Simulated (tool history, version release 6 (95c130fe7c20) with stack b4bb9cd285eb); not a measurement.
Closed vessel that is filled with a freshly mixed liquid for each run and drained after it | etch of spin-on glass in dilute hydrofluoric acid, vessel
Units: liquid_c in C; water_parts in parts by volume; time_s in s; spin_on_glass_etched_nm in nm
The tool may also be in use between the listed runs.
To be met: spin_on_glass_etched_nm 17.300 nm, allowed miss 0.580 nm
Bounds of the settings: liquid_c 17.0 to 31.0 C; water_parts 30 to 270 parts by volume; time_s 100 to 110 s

run,hour,liquid_c,water_parts,time_s,spin_on_glass_etched_nm
1,0.0,23.0,150,100,20.532
2,7.7,23.0,150,110,22.510
3,11.6,22.5,150,110,21.925
4,20.1,22.5,150,110,21.949
5,27.8,22.5,150,110,22.210
6,36.2,24.5,150,110,23.952
7,41.0,23.5,150,110,22.874
8,41.9,23.0,150,110,22.359
9,50.6,22.5,150,110,21.740
10,59.5,18.5,155,110,17.943

5 next moves are on the table. One of them brings every result within its allowed miss. Which?
A,68.4,18.5,150,110,?
B,68.4,20.5,165,105,?
C,68.4,18.5,140,100,?
D,68.4,21.0,165,110,?
E,68.4,19.0,140,100,?

move,spin_on_glass_etched_nm
A,18.711
B,17.357
C,18.401
D,18.550
E,18.785
A: further off than the last run
B: meets every target
C: further off than the last run
D: further off than the last run
E: further off than the last run
The right move is B.
